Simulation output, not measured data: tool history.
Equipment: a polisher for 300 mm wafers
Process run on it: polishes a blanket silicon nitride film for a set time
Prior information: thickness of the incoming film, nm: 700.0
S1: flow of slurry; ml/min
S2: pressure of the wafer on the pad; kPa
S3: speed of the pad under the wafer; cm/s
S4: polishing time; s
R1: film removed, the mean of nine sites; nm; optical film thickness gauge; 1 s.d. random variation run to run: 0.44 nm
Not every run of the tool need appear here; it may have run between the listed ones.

{"run": 1, "day": 0.0, "S1": 270, "S2": 26.9, "S3": 124, "S4": 32, "R1": 61.113}
{"run": 2, "day": 0.188, "S1": 270, "S2": 24.8, "S3": 124, "S4": 32, "R1": 56.885}
{"run": 3, "day": 0.338, "S1": 270, "S2": 24.8, "S3": 124, "S4": 32, "R1": 57.693}
{"run": 4, "day": 0.429, "S1": 270, "S2": 24.8, "S3": 146, "S4": 32, "R1": 64.787}
{"run": 5, "day": 0.517, "S1": 270, "S2": 22.8, "S3": 146, "S4": 32, "R1": 58.478}
{"run": 6, "day": 0.696, "S1": 270, "S2": 21.4, "S3": 146, "S4": 32, "R1": 56.229}

What does the tool deliver on the next run?
{"run": 7, "day": 0.746, "S1": 270, "S2": 20, "S3": 146, "S4": 32, "R1": "?"}

{"run 7": {"R1": 53.017}}

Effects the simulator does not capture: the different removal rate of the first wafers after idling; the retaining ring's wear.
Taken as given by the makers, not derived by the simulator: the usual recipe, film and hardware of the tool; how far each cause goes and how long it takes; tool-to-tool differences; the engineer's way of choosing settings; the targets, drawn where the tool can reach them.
